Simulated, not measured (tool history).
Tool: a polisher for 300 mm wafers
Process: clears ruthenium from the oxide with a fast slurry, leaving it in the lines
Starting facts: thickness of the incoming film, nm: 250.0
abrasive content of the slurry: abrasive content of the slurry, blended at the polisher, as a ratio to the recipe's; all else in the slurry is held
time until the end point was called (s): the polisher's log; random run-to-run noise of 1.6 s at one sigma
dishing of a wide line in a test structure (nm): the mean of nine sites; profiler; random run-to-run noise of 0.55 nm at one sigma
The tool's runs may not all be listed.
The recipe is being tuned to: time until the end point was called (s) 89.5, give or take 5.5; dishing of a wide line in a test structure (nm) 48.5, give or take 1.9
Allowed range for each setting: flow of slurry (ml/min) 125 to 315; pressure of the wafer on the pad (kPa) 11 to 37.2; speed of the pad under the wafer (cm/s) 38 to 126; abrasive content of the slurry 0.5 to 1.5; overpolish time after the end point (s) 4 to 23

run    day  flow of slurry (ml/min)  pressure of the wafer on the pad (kPa)  speed of the pad under the wafer (cm/s)  abrasive content of the slurry  overpolish time after the end point (s)  time until the end point was called (s)  dishing of a wide line in a test structure (nm)
  1      0                      205                                    24.1                                       82                               1                                       12                                   53.829                                           49.423
  2  0.083                      205                                    24.1                                       82                               1                                       15                                   54.452                                           60.083
  3    0.3                      200                                    20.7                                       82                               1                                       16                                   62.155                                            58.23
  4  0.446                      230                                    20.7                                       82                               1                                       16                                   62.084                                           58.109
  5  0.821                      230                                    17.9                                       82                               1                                       17                                   69.167                                           54.696
  6  0.892                      230                                    17.9                                       82                               1                                       13                                   69.959                                            42.91
  7  0.979                      230                                    17.9                                       82                               1                                       13                                   69.721                                           42.873
  8  1.025                      230                                    15.9                                       82                               1                                       15                                   77.016                                           43.795
  9  1.167                      230                                    15.2                                       82                               1                                       16                                   80.553                                           46.127
 10  1.238                      225                                    14.5                                       82                               1                                       17                                   84.362                                           45.754
 11  1.396                      220                                    14.5                                       82                               1                                       18                                   82.337                                           49.094
 12  1.583                      220                                    11.7                                       82                               1                                       19                                   101.35                                           43.908
 13  1.758                      235                                    11.7                                       82                               1                                       19                                   99.114                                           43.834
 14  1.925                      235                                    12.4                                       82                               1                                       19                                   94.605                                           46.157
 15  2.133                      235                                    12.4                                       82                               1                                       19                                   91.732                                           46.056

Of the 5 settings listed for the next run, only one would bring every result within its allowed miss of target. Which one?
  A  2.342                      250                                    14.5                                       86                             0.9                                       16                                        ?                                                ?
  B  2.342                      225                                    13.1                                       84                               1                                       15                                        ?                                                ?
  C  2.342                      280                                    15.2                                       70                               1                                       19                                        ?                                                ?
  D  2.342                      290                                    11.7                                       90                               1                                       17                                        ?                                                ?
  E  2.342                      195                                      11                                       86                             1.1                                       21                                        ?                                                ?

move  time until the end point was called (s)  dishing of a wide line in a test structure (nm)
   A                                   82.427                                           44.718
   B                                   89.395                                            39.16
   C                                   89.558                                           48.443
   D                                   89.785                                           43.721
   E                                   99.652                                           48.152
A: lands further from the targets than the last run did
B: lands further from the targets than the last run did
C: all results in spec
D: lands further from the targets than the last run did
E: gets the furthest-off result to its target, but another result is out of tolerance
Answer: C

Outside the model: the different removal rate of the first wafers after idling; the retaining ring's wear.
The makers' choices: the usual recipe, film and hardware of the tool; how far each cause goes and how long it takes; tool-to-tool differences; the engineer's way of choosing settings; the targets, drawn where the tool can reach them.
